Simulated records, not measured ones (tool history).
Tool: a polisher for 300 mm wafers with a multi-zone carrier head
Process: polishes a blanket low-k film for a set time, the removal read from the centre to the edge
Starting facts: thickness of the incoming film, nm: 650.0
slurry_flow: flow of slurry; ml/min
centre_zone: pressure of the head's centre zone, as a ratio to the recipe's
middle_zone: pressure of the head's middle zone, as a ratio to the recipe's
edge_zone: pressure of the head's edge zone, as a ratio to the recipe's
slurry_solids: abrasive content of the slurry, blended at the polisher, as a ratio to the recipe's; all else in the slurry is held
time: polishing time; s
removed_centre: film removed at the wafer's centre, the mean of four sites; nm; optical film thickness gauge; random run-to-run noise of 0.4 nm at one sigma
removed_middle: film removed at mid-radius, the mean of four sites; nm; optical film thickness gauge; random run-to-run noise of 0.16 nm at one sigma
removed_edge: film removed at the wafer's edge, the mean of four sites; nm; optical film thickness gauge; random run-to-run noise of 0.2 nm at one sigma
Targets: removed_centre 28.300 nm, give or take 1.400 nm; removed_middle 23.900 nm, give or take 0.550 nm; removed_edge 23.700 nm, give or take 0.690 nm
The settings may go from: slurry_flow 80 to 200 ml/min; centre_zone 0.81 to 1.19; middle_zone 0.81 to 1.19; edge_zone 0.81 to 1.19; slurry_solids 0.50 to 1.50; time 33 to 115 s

Run 1, day 0.000: slurry_flow 130 ml/min, centre_zone 1.00, middle_zone 1.00, edge_zone 1.00, slurry_solids 1.00, time 73 s. Result: removed_centre 32.793 nm, removed_middle 33.107 nm, removed_edge 31.254 nm.
Run 2, day 0.075: slurry_flow 100 ml/min, centre_zone 1.00, middle_zone 1.00, edge_zone 1.00, slurry_solids 1.00, time 73 s. Result: removed_centre 29.561 nm, removed_middle 30.502 nm, removed_edge 30.180 nm.
Run 3, day 0.321: slurry_flow 105 ml/min, centre_zone 1.03, middle_zone 0.97, edge_zone 0.95, slurry_solids 0.90, time 73 s. Result: removed_centre 29.000 nm, removed_middle 28.358 nm, removed_edge 27.790 nm.
Run 4, day 0.346: slurry_flow 100 ml/min, centre_zone 1.06, middle_zone 0.95, edge_zone 0.91, slurry_solids 0.85, time 73 s. Result: removed_centre 27.928 nm, removed_middle 26.769 nm, removed_edge 25.686 nm.
Run 5, day 0.500: slurry_flow 100 ml/min, centre_zone 1.06, middle_zone 0.95, edge_zone 0.83, slurry_solids 0.85, time 73 s. Result: removed_centre 28.068 nm, removed_middle 26.644 nm, removed_edge 25.313 nm.
Run 6, day 0.558: slurry_flow 80 ml/min, centre_zone 1.06, middle_zone 0.95, edge_zone 0.83, slurry_solids 0.85, time 73 s. Result: removed_centre 25.860 nm, removed_middle 24.878 nm, removed_edge 23.477 nm.
Run 7, day 0.783: slurry_flow 80 ml/min, centre_zone 1.09, middle_zone 0.93, edge_zone 0.84, slurry_solids 0.85, time 73 s. Result: removed_centre 26.165 nm, removed_middle 24.610 nm, removed_edge 24.028 nm.
Run 8, day 0.904: slurry_flow 85 ml/min, centre_zone 1.12, middle_zone 0.92, edge_zone 0.83, slurry_solids 0.85, time 73 s. Result: removed_centre 28.453 nm, removed_middle 24.661 nm, removed_edge 24.220 nm.
Run 9, day 1.042: slurry_flow 80 ml/min, centre_zone 1.13, middle_zone 0.90, edge_zone 0.81, slurry_solids 0.80, time 73 s. Result: removed_centre 26.437 nm, removed_middle 22.790 nm, removed_edge 22.453 nm.
Run 10, day 1.125: slurry_flow 85 ml/min, centre_zone 1.13, middle_zone 0.90, edge_zone 0.82, slurry_solids 0.80, time 73 s. Result: removed_centre 27.527 nm, removed_middle 23.146 nm, removed_edge 22.698 nm.

Which of these 4 next moves meets every target?
Run A, day 1.208: slurry_flow 85 ml/min, centre_zone 1.10, middle_zone 0.85, edge_zone 0.85, slurry_solids 0.80, time 78 s. Result: removed_centre ?, removed_middle ?, removed_edge ?.
Run B, day 1.208: slurry_flow 80 ml/min, centre_zone 0.98, middle_zone 0.83, edge_zone 0.89, slurry_solids 0.95, time 69 s. Result: removed_centre ?, removed_middle ?, removed_edge ?.
Run C, day 1.208: slurry_flow 90 ml/min, centre_zone 1.14, middle_zone 0.90, edge_zone 0.84, slurry_solids 0.85, time 70 s. Result: removed_centre ?, removed_middle ?, removed_edge ?.
Run D, day 1.208: slurry_flow 80 ml/min, centre_zone 1.01, middle_zone 0.87, edge_zone 0.92, slurry_solids 0.70, time 84 s. Result: removed_centre ?, removed_middle ?, removed_edge ?.

move  removed_centre  removed_middle  removed_edge
   A          28.341          23.839        24.913
   B          24.584          22.784        24.948
   C          28.059          23.814        23.466
   D          24.731          23.124        24.725
A: the result that was furthest off in the last run now lies on the other side of its target
B: the result that was furthest off in the last run now lies on the other side of its target
C: all results in spec
D: the result that was furthest off in the last run now lies on the other side of its target
The move that meets every target is C.

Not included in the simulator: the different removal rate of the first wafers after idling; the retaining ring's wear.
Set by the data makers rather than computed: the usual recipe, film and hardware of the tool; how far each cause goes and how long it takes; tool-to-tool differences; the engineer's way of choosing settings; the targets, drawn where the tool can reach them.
